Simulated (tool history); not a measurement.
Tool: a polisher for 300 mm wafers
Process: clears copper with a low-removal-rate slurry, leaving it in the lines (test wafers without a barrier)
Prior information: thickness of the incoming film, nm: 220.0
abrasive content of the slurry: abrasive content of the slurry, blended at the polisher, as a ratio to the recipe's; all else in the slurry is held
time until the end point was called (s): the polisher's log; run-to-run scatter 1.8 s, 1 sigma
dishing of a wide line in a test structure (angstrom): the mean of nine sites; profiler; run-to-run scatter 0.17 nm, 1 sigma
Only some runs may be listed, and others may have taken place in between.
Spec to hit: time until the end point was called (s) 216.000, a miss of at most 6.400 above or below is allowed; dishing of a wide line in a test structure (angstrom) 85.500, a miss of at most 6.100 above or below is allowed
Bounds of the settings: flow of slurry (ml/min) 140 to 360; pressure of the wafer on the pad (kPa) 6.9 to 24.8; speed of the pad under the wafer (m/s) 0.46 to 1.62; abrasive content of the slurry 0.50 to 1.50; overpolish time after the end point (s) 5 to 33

| run | hour | flow of slurry (ml/min) | pressure of the wafer on the pad (kPa) | speed of the pad under the wafer (m/s) | abrasive content of the slurry | overpolish time after the end point (s) | time until the end point was called (s) | dishing of a wide line in a test structure (angstrom) |
|---|---|---|---|---|---|---|---|---|
| 1 | 0.0 | 230 | 15.9 | 1.04 | 1.00 | 17 | 93.192 | 283.400 |
| 2 | 4.8 | 230 | 17.9 | 1.04 | 1.00 | 17 | 83.161 | 306.680 |
| 3 | 7.4 | 230 | 15.2 | 0.96 | 1.00 | 15 | 107.870 | 225.750 |
| 4 | 15.7 | 230 | 13.1 | 0.92 | 1.00 | 13 | 127.250 | 163.920 |
| 5 | 18.0 | 230 | 13.1 | 0.92 | 1.15 | 13 | 124.320 | 172.220 |
| 6 | 24.8 | 230 | 13.1 | 0.92 | 1.15 | 19 | 124.040 | 241.660 |
| 7 | 33.2 | 230 | 11.7 | 0.88 | 1.15 | 17 | 144.280 | 189.230 |
| 8 | 40.6 | 230 | 10.3 | 0.86 | 1.15 | 15 | 166.160 | 150.050 |
| 9 | 44.3 | 230 | 9.7 | 0.86 | 1.15 | 14 | 175.840 | 132.820 |
| 10 | 46.3 | 230 | 9.0 | 0.86 | 1.15 | 13 | 190.000 | 110.910 |
| 11 | 49.5 | 225 | 8.3 | 0.86 | 1.15 | 12 | 204.980 | 97.975 |
| 12 | 55.3 | 220 | 8.3 | 0.86 | 1.15 | 12 | 204.470 | 100.360 |
| 13 | 63.2 | 215 | 8.3 | 0.86 | 1.15 | 12 | 205.910 | 99.295 |
| 14 | 68.1 | 210 | 8.3 | 0.86 | 1.15 | 12 | 206.180 | 99.383 |
| 15 | 71.1 | 205 | 8.3 | 0.86 | 1.15 | 12 | 207.320 | 92.349 |
| 16 | 79.5 | 205 | 8.3 | 0.86 | 1.15 | 12 | 204.610 | 93.473 |
| 17 | 84.8 | 200 | 8.3 | 0.86 | 1.15 | 12 | 205.940 | 98.853 |
| 18 | 88.7 | 195 | 8.3 | 0.86 | 1.15 | 11 | 207.320 | 85.956 |
| 19 | 96.9 | 190 | 8.3 | 0.86 | 1.15 | 11 | 209.850 | 85.875 |

Of the 5 settings listed for the next run, only one would bring every result within its allowed miss of target. Which one?
| A | 105.1 | 235 | 9.7 | 0.80 | 0.95 | 10 | ? | ? |
| B | 105.1 | 160 | 9.0 | 0.76 | 1.30 | 11 | ? | ? |
| C | 105.1 | 210 | 7.6 | 0.92 | 1.25 | 9 | ? | ? |
| D | 105.1 | 205 | 7.6 | 1.02 | 1.15 | 10 | ? | ? |
| E | 105.1 | 145 | 6.9 | 1.06 | 1.30 | 11 | ? | ? |

| move | time until the end point was called (s) | dishing of a wide line in a test structure (angstrom) |
|---|---|---|
| A | 197.400 | 84.081 |
| B | 217.560 | 83.783 |
| C | 206.590 | 72.411 |
| D | 190.960 | 86.250 |
| E | 204.860 | 88.074 |
A: moves away from the targets compared with the last run
B: every result within its allowed miss
C: moves away from the targets compared with the last run
D: moves away from the targets compared with the last run
E: moves away from the targets compared with the last run
So the answer is move B, the one that meets all the targets.
